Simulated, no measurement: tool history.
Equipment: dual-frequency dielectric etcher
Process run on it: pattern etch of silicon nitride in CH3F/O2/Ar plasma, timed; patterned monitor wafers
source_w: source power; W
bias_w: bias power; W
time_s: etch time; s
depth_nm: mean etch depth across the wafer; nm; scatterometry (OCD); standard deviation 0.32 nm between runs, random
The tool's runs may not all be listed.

{"run": 1, "day": 0.0, "source_w": 480, "bias_w": 57, "time_s": 93.5, "depth_nm": 70.808}
{"run": 2, "day": 0.075, "source_w": 480, "bias_w": 54, "time_s": 93.5, "depth_nm": 70.151}
{"run": 3, "day": 0.125, "source_w": 480, "bias_w": 59, "time_s": 93.5, "depth_nm": 71.444}
{"run": 4, "day": 0.446, "source_w": 530, "bias_w": 59, "time_s": 93.5, "depth_nm": 74.746}
{"run": 5, "day": 0.8, "source_w": 590, "bias_w": 59, "time_s": 93.5, "depth_nm": 77.644}
{"run": 6, "day": 0.892, "source_w": 590, "bias_w": 55, "time_s": 93.5, "depth_nm": 75.377}
{"run": 7, "day": 1.012, "source_w": 540, "bias_w": 53, "time_s": 93.5, "depth_nm": 72.784}
{"run": 8, "day": 1.283, "source_w": 490, "bias_w": 52, "time_s": 93.5, "depth_nm": 70.228}
{"run": 9, "day": 1.346, "source_w": 450, "bias_w": 51, "time_s": 93.5, "depth_nm": 67.176}
{"run": 10, "day": 1.512, "source_w": 430, "bias_w": 50, "time_s": 93.5, "depth_nm": 66.271}
{"run": 11, "day": 1.596, "source_w": 410, "bias_w": 49, "time_s": 93.5, "depth_nm": 64.168}
{"run": 12, "day": 1.708, "source_w": 400, "bias_w": 49, "time_s": 93.5, "depth_nm": 64.534}

Estimate the outcome of run 13 from the log above:
{"run": 13, "day": 1.788, "source_w": 310, "bias_w": 46, "time_s": 93.5, "depth_nm": "?"}

depth_nm: 57.386 nm
